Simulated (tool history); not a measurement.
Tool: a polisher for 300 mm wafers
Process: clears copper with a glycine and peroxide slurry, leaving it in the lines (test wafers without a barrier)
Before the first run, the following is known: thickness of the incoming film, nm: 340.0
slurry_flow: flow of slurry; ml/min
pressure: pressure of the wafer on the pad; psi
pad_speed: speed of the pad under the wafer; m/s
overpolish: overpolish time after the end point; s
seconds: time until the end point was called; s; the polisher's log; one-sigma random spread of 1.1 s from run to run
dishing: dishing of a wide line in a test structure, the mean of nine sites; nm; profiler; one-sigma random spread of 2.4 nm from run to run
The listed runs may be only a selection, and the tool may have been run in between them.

run    day  slurry_flow  pressure  pad_speed  overpolish  seconds  dishing
  1      0          300       2.6       0.84          22    74.75    70.52
  2  0.246          370       2.6       0.84          22   74.625   71.721
  3  0.296          405       2.6       0.84          22    72.86   69.945
  4  0.321          405         3       0.84          22   64.823   83.416
  5  0.646          405         3       0.84          14   64.757   55.005
  6  0.892          405         3       0.82          16   65.834   61.145
  7  1.104          405       3.1        0.8          17    64.84   66.189
  8    1.2          400       3.5       0.72          27   64.711   95.392
  9  1.492          400       3.5       0.72          29   64.174   96.461

Forecast run 10:
 10  1.838          400       3.5       0.72          31        ?        ?

{"run 10": {"seconds": 66.753, "dishing": 102.06}}
